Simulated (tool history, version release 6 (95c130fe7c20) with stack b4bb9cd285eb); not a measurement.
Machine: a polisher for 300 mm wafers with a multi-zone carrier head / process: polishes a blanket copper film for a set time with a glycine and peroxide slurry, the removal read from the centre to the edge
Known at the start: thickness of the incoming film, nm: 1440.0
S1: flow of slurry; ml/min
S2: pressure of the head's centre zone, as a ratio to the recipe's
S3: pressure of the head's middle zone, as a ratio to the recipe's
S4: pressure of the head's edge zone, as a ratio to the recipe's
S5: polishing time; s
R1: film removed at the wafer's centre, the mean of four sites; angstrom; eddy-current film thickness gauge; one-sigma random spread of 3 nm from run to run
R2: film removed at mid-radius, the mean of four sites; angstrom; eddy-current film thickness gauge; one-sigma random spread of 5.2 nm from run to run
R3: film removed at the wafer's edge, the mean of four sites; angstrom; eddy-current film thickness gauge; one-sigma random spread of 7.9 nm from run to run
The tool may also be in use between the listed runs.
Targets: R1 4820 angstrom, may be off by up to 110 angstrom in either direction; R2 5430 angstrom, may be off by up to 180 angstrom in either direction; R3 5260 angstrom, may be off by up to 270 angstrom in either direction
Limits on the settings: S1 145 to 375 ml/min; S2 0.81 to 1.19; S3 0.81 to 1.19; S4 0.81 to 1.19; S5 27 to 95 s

Run 1, hour 0: S1 240 ml/min, S2 1, S3 1, S4 1, S5 61 s. Result: R1 4291.9 angstrom, R2 4245.2 angstrom, R3 4437.5 angstrom.
Run 2, hour 5.3: S1 250 ml/min, S2 1, S3 1.03, S4 1.02, S5 62 s. Result: R1 4408.8 angstrom, R2 4524.6 angstrom, R3 4390.4 angstrom.
Run 3, hour 12.8: S1 245 ml/min, S2 0.99, S3 1.03, S4 1.02, S5 64 s. Result: R1 4463.2 angstrom, R2 4615.8 angstrom, R3 4600.3 angstrom.
Run 4, hour 20.3: S1 245 ml/min, S2 0.98, S3 1.04, S4 1.03, S5 65 s. Result: R1 4440.9 angstrom, R2 4773.6 angstrom, R3 4808.1 angstrom.
Run 5, hour 26.1: S1 245 ml/min, S2 0.98, S3 1.04, S4 1.09, S5 65 s. Result: R1 4494.2 angstrom, R2 4801.9 angstrom, R3 5039.4 angstrom.
Run 6, hour 30.4: S1 255 ml/min, S2 0.98, S3 1.05, S4 1.1, S5 65 s. Result: R1 4523.8 angstrom, R2 4828.2 angstrom, R3 4944 angstrom.
Run 7, hour 31.2: S1 260 ml/min, S2 0.98, S3 1.06, S4 1.11, S5 65 s. Result: R1 4541 angstrom, R2 4829.7 angstrom, R3 5001.5 angstrom.
Run 8, hour 33.3: S1 265 ml/min, S2 0.98, S3 1.07, S4 1.12, S5 65 s. Result: R1 4527.1 angstrom, R2 4863.7 angstrom, R3 4934.8 angstrom.
Run 9, hour 40.7: S1 265 ml/min, S2 0.98, S3 1.08, S4 1.12, S5 66 s. Result: R1 4677.9 angstrom, R2 4989.3 angstrom, R3 5143.3 angstrom.
Run 10, hour 49.3: S1 265 ml/min, S2 0.98, S3 1.09, S4 1.12, S5 66 s. Result: R1 4612.5 angstrom, R2 5030 angstrom, R3 5155.2 angstrom.
Run 11, hour 58.3: S1 270 ml/min, S2 0.98, S3 1.1, S4 1.12, S5 66 s. Result: R1 4595.1 angstrom, R2 5164.7 angstrom, R3 5177.2 angstrom.
Run 12, hour 60.2: S1 275 ml/min, S2 0.98, S3 1.1, S4 1.12, S5 66 s. Result: R1 4568 angstrom, R2 5130 angstrom, R3 5036.1 angstrom.

Which of these 5 next moves meets every target?
Run A, hour 62.1: S1 375 ml/min, S2 0.98, S3 1.11, S4 1.13, S5 67 s. Result: R1 ?, R2 ?, R3 ?.
Run B, hour 62.1: S1 250 ml/min, S2 1.03, S3 1.1, S4 1.04, S5 71 s. Result: R1 ?, R2 ?, R3 ?.
Run C, hour 62.1: S1 290 ml/min, S2 0.88, S3 1.1, S4 1.05, S5 76 s. Result: R1 ?, R2 ?, R3 ?.
Run D, hour 62.1: S1 280 ml/min, S2 0.92, S3 1.19, S4 1.08, S5 70 s. Result: R1 ?, R2 ?, R3 ?.
Run E, hour 62.1: S1 185 ml/min, S2 0.93, S3 1.09, S4 1.18, S5 69 s. Result: R1 ?, R2 ?, R3 ?.

move      R1      R2      R3
   A    4880  5442.7  5511.4
   B  5194.4  5489.8  5427.3
   C  4836.5  5984.4    5915
   D  4642.1  5873.7  5502.1
   E  4326.1  5055.9  5433.6
A: all results in spec
B: carries the result that was furthest off beyond its target, to the other side
C: puts the biggest miss on target and leaves a different result outside tolerance
D: the biggest miss grows against the last run
E: the biggest miss grows against the last run
The right move is A.

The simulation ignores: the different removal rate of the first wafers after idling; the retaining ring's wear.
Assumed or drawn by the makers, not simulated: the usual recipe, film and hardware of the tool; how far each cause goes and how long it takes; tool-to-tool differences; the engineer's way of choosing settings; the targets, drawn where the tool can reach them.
